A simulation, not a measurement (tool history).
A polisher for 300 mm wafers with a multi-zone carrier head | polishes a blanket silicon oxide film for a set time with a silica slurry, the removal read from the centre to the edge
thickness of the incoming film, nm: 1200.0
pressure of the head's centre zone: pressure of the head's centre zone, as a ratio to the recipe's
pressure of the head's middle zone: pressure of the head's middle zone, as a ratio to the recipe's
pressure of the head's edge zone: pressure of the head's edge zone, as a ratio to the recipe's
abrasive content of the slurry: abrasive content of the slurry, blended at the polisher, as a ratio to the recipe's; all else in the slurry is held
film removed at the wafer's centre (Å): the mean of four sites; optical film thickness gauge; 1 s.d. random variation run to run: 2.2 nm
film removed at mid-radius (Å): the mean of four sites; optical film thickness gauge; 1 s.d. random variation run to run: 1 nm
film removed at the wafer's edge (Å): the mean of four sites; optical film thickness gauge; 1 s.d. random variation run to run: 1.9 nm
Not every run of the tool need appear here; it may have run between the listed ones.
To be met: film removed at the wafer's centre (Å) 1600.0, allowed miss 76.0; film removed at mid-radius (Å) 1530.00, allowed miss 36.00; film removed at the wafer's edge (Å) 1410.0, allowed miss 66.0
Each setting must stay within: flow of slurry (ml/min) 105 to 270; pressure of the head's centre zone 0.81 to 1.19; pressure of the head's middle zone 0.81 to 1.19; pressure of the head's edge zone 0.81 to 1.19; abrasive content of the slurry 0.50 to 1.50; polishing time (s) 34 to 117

run,day,flow of slurry (ml/min),pressure of the head's centre zone,pressure of the head's middle zone,pressure of the head's edge zone,abrasive content of the slurry,polishing time (s),film removed at the wafer's centre (Å),film removed at mid-radius (Å),film removed at the wafer's edge (Å)
1,0.000,175,1.00,1.00,1.00,1.00,75,2977.8,2980.40,3029.0
2,0.183,175,0.95,1.00,1.00,1.00,75,2783.5,2979.30,2950.5
3,0.483,180,0.96,1.00,0.98,0.95,71,2613.0,2729.30,2685.7
4,0.504,185,0.96,0.99,0.96,0.90,68,2456.8,2519.30,2465.0
5,0.788,190,0.95,0.98,0.94,0.85,66,2296.9,2319.40,2284.2
6,0.962,200,0.95,0.98,0.92,0.80,64,2112.5,2158.60,2103.2
7,1.188,200,0.96,0.98,0.91,0.75,63,2012.8,2042.60,1957.5
8,1.279,200,0.96,0.98,0.90,0.70,62,1826.2,1910.00,1855.7
9,1.554,190,1.06,1.03,0.81,0.50,53,1204.7,1150.00,997.5
10,1.608,200,1.06,1.03,0.82,0.50,53,1180.5,1176.10,1022.7
11,1.792,190,1.05,1.03,0.83,0.55,53,1348.2,1312.10,1148.5
12,1.838,180,1.04,1.03,0.84,0.55,53,1330.9,1306.30,1158.9
13,2.033,175,1.04,1.03,0.85,0.55,53,1345.1,1306.70,1153.4
14,2.292,165,1.03,1.03,0.86,0.55,53,1272.7,1284.60,1182.6
15,2.571,175,1.03,1.02,0.87,0.55,53,1305.3,1289.20,1167.4
16,2.788,155,1.13,1.11,0.97,0.80,54,1985.9,1977.90,1792.8
17,2.879,150,1.12,1.10,0.95,0.80,54,2015.0,1952.70,1746.3
18,3.217,150,1.10,1.08,0.93,0.80,54,1968.3,1914.80,1739.9
19,3.471,150,1.09,1.07,0.92,0.80,54,1947.2,1893.90,1739.2
20,3.554,150,1.08,1.06,0.91,0.80,54,1961.8,1893.50,1739.9
21,3.708,140,1.03,1.01,0.83,0.55,50,1220.9,1159.80,1051.8
22,3.912,140,1.05,1.02,0.85,0.55,50,1219.8,1188.20,1082.6
23,4.179,150,1.07,1.03,0.87,0.55,50,1218.6,1198.40,1108.8
24,4.454,145,1.08,1.04,0.88,0.55,50,1251.6,1212.60,1100.4
25,4.754,145,1.09,1.05,0.90,0.55,50,1220.9,1201.20,1103.6
26,5.033,145,1.10,1.06,0.91,0.55,50,1284.3,1219.40,1103.0
27,5.092,150,1.11,1.07,0.94,0.55,50,1292.0,1244.70,1148.1
28,5.267,155,1.12,1.08,0.96,0.55,50,1307.6,1255.70,1122.9

4 next moves are on the table. One of them brings every result within its allowed miss. Which?
A,5.442,120,1.01,0.95,0.98,0.55,45,?,?,?
B,5.442,135,1.11,1.04,0.96,0.80,49,?,?,?
C,5.442,170,1.17,1.12,1.05,0.75,43,?,?,?
D,5.442,155,1.09,1.12,0.90,0.55,64,?,?,?

move,film removed at the wafer's centre (Å),film removed at mid-radius (Å),film removed at the wafer's edge (Å)
A,1003.5,963.44,1025.5
B,1741.5,1643.80,1594.9
C,1589.1,1511.50,1423.0
D,1608.3,1640.20,1439.2
A: misses by more than the last run did
B: takes the biggest miss from the last run beyond its target
C: in spec on every target
D: takes the biggest miss from the last run beyond its target
Answer: C

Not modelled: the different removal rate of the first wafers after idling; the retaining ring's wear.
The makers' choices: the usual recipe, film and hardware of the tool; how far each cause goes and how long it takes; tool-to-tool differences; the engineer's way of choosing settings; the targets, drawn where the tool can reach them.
